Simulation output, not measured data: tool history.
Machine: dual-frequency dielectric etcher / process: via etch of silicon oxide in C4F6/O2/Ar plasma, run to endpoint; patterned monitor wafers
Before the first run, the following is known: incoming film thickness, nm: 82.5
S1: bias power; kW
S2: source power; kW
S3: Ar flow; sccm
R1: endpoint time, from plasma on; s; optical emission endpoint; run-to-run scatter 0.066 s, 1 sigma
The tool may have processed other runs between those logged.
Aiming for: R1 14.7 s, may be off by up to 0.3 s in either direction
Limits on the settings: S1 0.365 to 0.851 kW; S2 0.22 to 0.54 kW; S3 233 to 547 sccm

| run | hour | S1 | S2 | S3 | R1 |
|---|---|---|---|---|---|
| 1 | 0 | 0.608 | 0.38 | 390 | 16.613 |
| 2 | 2.9 | 0.625 | 0.38 | 390 | 16.408 |
| 3 | 7.4 | 0.625 | 0.41 | 390 | 15.864 |
| 4 | 13.9 | 0.636 | 0.41 | 390 | 15.686 |
| 5 | 18.7 | 0.644 | 0.41 | 390 | 15.632 |
| 6 | 20.8 | 0.652 | 0.41 | 390 | 15.462 |
| 7 | 22.3 | 0.658 | 0.41 | 390 | 15.504 |
| 8 | 29.1 | 0.665 | 0.41 | 390 | 15.305 |
| 9 | 31 | 0.67 | 0.41 | 390 | 15.418 |
| 10 | 39 | 0.677 | 0.41 | 390 | 15.294 |
| 11 | 42.2 | 0.682 | 0.41 | 390 | 15.363 |
| 12 | 51 | 0.689 | 0.41 | 390 | 15.182 |
| 13 | 57 | 0.694 | 0.41 | 390 | 15.273 |
| 14 | 59.8 | 0.7 | 0.41 | 390 | 15.228 |
| 15 | 63.3 | 0.706 | 0.41 | 390 | 15.112 |
| 16 | 67.6 | 0.71 | 0.41 | 390 | 15.115 |
| 17 | 75.8 | 0.714 | 0.41 | 390 | 14.955 |
| 18 | 79.3 | 0.716 | 0.41 | 390 | 14.952 |
| 19 | 83 | 0.718 | 0.41 | 390 | 14.94 |

Which single option among these 4 for the next run brings every result within its allowed miss of target? Just one does.
| A | 86.7 | 0.704 | 0.44 | 420 | ? |
| B | 86.7 | 0.704 | 0.41 | 450 | ? |
| C | 86.7 | 0.725 | 0.39 | 384 | ? |
| D | 86.7 | 0.648 | 0.42 | 376 | ? |

| move | R1 |
|---|---|
| A | 14.678 |
| B | 15.356 |
| C | 15.325 |
| D | 15.313 |
A: every result lands within tolerance
B: its largest miss is bigger than the last run's
C: its largest miss is bigger than the last run's
D: its largest miss is bigger than the last run's
Correct choice: A, which meets every target
